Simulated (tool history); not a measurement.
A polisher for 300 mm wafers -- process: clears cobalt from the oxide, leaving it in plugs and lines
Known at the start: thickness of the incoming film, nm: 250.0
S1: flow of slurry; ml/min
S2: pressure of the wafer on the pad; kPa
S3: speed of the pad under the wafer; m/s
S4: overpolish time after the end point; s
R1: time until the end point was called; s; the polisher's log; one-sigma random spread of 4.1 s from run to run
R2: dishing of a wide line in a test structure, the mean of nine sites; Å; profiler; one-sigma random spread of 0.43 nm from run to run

run 1 hour=0.0 | S1=200 S2=12.4 S3=0.92 S4=19 | R1=65.907 R2=361.33
run 2 hour=7.9 | S1=200 S2=12.4 S3=1.00 S4=19 | R1=59.825 R2=358.77
run 3 hour=14.6 | S1=200 S2=11.0 S3=1.00 S4=19 | R1=67.224 R2=366.04
run 4 hour=15.6 | S1=150 S2=11.0 S3=1.00 S4=19 | R1=72.336 R2=332.54
run 5 hour=19.9 | S1=150 S2=13.1 S3=1.00 S4=19 | R1=60.753 R2=363.09
-- hour=21.4 head pressure recalibrated
run 6 hour=21.4 | S1=150 S2=13.1 S3=1.00 S4=24 | R1=66.250 R2=405.63

Expected results for the next run?
run 7 hour=23.6 | S1=145 S2=11.7 S3=0.88 S4=24 | R1=? R2=?

R1: 83.327 s
R2: 357.82 Å
